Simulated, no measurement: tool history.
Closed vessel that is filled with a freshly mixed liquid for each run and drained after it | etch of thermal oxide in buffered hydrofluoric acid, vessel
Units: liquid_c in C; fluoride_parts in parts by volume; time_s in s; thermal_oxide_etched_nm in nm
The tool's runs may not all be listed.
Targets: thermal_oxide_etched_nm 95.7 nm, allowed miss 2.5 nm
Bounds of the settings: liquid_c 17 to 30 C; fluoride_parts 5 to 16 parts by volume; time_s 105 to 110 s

run    day  liquid_c  fluoride_parts  time_s  thermal_oxide_etched_nm
  1      0        22             9.5     105                   108.01
  2  0.133      23.5             9.5     105                    117.7
  3  0.192        26             9.5     105                   132.78
  4  0.475        26             9.5     110                   140.75
  5  0.642      23.5             9.5     110                   124.17
  6  0.858        22             9.5     110                   114.07
  7  1.025        22             9.5     110                   114.53
  8  1.229        21             9.5     110                   107.15
  9  1.429      20.5             9.5     110                   104.32
 10  1.646        20             9.5     110                   102.79

Which of these 4 next moves meets every target?
  A  1.862        18             7.5     110                        ?
  B  1.862      20.5              10     105                        ?
  C  1.862      19.5              10     105                        ?
  D  1.862      20.5             8.5     110                        ?

move  thermal_oxide_etched_nm
   A                   113.61
   B                   95.851
   C                   90.632
   D                   114.18
A: further off than the last run
B: meets every target
C: takes the result that was furthest off past its target
D: further off than the last run
Answer: B
